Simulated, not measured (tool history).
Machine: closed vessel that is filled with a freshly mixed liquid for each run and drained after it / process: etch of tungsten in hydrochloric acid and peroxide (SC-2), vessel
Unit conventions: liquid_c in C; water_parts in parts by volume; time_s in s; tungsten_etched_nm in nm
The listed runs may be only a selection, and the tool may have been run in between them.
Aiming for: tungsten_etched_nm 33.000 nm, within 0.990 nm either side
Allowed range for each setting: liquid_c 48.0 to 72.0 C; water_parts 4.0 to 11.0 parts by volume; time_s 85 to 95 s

run,hour,liquid_c,water_parts,time_s,tungsten_etched_nm
1,0.0,64.0,6.0,85,54.507
2,7.9,62.0,6.0,85,48.817
3,10.9,59.5,6.0,85,41.521
4,14.7,63.5,6.0,85,53.481
5,22.8,61.5,6.0,85,46.896
6,29.0,60.0,6.0,85,42.727
7,36.5,59.0,6.0,85,40.710
8,41.1,58.0,6.0,85,37.546
9,48.2,57.5,6.0,85,37.011
10,50.3,57.0,6.0,85,35.562
11,59.3,56.5,6.0,85,34.277

5 next moves are on the table. One of them brings every result within its allowed miss. Which?
A,68.3,58.5,8.0,95,?
B,68.3,55.5,6.0,95,?
C,68.3,56.5,5.5,85,?
D,68.3,55.0,5.5,85,?
E,68.3,51.0,4.0,95,?

move,tungsten_etched_nm
A,34.701
B,35.812
C,36.447
D,33.093
E,35.582
A: lands further from the targets than the last run did
B: lands further from the targets than the last run did
C: lands further from the targets than the last run did
D: hits every target within its allowed miss
E: lands further from the targets than the last run did
Correct choice: D, which meets every target

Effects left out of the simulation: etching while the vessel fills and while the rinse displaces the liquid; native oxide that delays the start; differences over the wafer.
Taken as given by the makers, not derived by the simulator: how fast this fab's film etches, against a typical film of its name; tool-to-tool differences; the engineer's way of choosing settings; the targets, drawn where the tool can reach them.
